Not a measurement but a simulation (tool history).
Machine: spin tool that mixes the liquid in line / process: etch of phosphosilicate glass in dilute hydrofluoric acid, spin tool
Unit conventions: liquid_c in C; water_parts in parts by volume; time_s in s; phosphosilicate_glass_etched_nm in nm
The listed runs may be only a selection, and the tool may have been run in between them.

run,hour,liquid_c,water_parts,time_s,phosphosilicate_glass_etched_nm
1,0,26,275,55,11.011
2,8.8,24,275,55,10.282
3,13.6,24,275,45,8.4087
4,18.6,24,360,45,5.9084
5,19.4,27,340,45,7.0334
6,26.4,29,315,45,8.2951
7,34.7,29,315,45,8.3329
8,39.1,30.5,300,45,9.3214
9,39.8,31.5,285,45,10.273

Run 10, settings as shown, results not yet in. Your forecast:
10,47.5,32,275,45,?

phosphosilicate_glass_etched_nm: 10.97 nm
